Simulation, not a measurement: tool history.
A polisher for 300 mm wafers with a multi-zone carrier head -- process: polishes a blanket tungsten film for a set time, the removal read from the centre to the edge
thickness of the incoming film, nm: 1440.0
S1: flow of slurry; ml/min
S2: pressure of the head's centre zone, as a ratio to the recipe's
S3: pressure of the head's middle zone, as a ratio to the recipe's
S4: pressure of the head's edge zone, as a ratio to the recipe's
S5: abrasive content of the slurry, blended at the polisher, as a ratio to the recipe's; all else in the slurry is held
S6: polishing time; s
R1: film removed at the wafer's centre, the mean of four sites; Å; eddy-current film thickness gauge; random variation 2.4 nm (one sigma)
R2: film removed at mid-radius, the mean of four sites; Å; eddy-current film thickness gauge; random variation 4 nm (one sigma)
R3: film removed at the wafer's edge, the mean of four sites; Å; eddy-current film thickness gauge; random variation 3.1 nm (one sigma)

| run | day | S1 | S2 | S3 | S4 | S5 | S6 | R1 | R2 | R3 |
|---|---|---|---|---|---|---|---|---|---|---|
| 1 | 0 | 245 | 1 | 1 | 1 | 1 | 82 | 4936 | 4988.3 | 5123.4 |
| 2 | 0.354 | 240 | 0.96 | 1 | 0.97 | 0.85 | 76 | 4109.2 | 4233.4 | 4325.4 |
| 3 | 0.4 | 240 | 0.96 | 1 | 0.97 | 0.85 | 95 | 5193 | 5237.7 | 5460.3 |
| 4 | 0.596 | 230 | 0.92 | 1.01 | 0.95 | 0.75 | 88 | 4357.8 | 4704.3 | 4743.4 |
| 5 | 0.8 | 230 | 0.92 | 1.01 | 0.89 | 0.75 | 88 | 4386.3 | 4717.2 | 4566 |
| 6 | 0.825 | 230 | 0.92 | 1.01 | 0.81 | 0.75 | 88 | 4339.9 | 4697.6 | 4422 |
| 7 | 1.046 | 220 | 0.89 | 1 | 0.82 | 0.7 | 83 | 3883.3 | 4252.3 | 4101 |
| 8 | 1.104 | 185 | 0.81 | 1.03 | 0.82 | 0.5 | 64 | 2250.1 | 2836.4 | 2671.2 |
| 9 | 1.217 | 220 | 0.82 | 1.03 | 0.84 | 0.5 | 64 | 2361.7 | 2931.5 | 2701.6 |
| 10 | 1.458 | 230 | 0.83 | 1.03 | 0.88 | 0.55 | 64 | 2527.2 | 3009 | 2996.1 |
| 11 | 1.788 | 300 | 0.86 | 1.09 | 0.87 | 0.55 | 64 | 2687.2 | 3260.3 | 2973.7 |

Predict the results of run 12:
| 12 | 1.933 | 305 | 0.86 | 1.09 | 0.89 | 0.55 | 64 | ? | ? | ? |

R1: 2696.8 Å
R2: 3247.1 Å
R3: 2977.9 Å
